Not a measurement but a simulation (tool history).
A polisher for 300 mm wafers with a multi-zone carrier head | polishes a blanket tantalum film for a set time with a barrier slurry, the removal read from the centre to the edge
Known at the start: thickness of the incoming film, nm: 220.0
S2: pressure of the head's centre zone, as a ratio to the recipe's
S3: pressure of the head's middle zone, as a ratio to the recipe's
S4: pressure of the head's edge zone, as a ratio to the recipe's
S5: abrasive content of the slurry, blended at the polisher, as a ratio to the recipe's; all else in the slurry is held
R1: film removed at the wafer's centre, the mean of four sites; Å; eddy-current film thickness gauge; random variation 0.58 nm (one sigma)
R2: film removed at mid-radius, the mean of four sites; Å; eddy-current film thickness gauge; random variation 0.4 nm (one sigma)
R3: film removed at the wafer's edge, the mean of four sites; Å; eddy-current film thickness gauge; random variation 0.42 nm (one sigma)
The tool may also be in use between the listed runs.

Run 1, hour 0: flow of slurry (ml/min) 145, S2 1, S3 1, S4 1, S5 1, polishing time (s) 42. Result: R1 632.11 Å, R2 643.34 Å, R3 624.54 Å.
Run 2, hour 7.6: flow of slurry (ml/min) 140, S2 0.99, S3 0.99, S4 0.98, S5 0.95, polishing time (s) 41. Result: R1 599.37 Å, R2 613.61 Å, R3 596.71 Å.
Run 3, hour 16.3: flow of slurry (ml/min) 140, S2 0.99, S3 1.06, S4 0.98, S5 0.95, polishing time (s) 41. Result: R1 604.27 Å, R2 651.71 Å, R3 594.31 Å.
Run 4, hour 17.7: flow of slurry (ml/min) 140, S2 0.98, S3 1.05, S4 0.97, S5 0.9, polishing time (s) 40. Result: R1 572.98 Å, R2 614.18 Å, R3 566.6 Å.
Run 5, hour 26: flow of slurry (ml/min) 140, S2 0.97, S3 1.04, S4 0.96, S5 0.85, polishing time (s) 40. Result: R1 544.11 Å, R2 593.47 Å, R3 554.85 Å.
Run 6, hour 31.7: flow of slurry (ml/min) 140, S2 0.97, S3 1.03, S4 0.94, S5 0.8, polishing time (s) 40. Result: R1 547.56 Å, R2 582.29 Å, R3 537.06 Å.
Run 7, hour 38.5: flow of slurry (ml/min) 135, S2 0.96, S3 1.02, S4 0.93, S5 0.75, polishing time (s) 40. Result: R1 515.86 Å, R2 550.68 Å, R3 518.29 Å.

Forecast run 8:
Run 8, hour 39.4: flow of slurry (ml/min) 105, S2 0.95, S3 0.97, S4 0.83, S5 0.6, polishing time (s) 39. Result: R1 ?, R2 ?, R3 ?.

{"run 8": {"R1": 431.26, "R2": 456.02, "R3": 426.03}}

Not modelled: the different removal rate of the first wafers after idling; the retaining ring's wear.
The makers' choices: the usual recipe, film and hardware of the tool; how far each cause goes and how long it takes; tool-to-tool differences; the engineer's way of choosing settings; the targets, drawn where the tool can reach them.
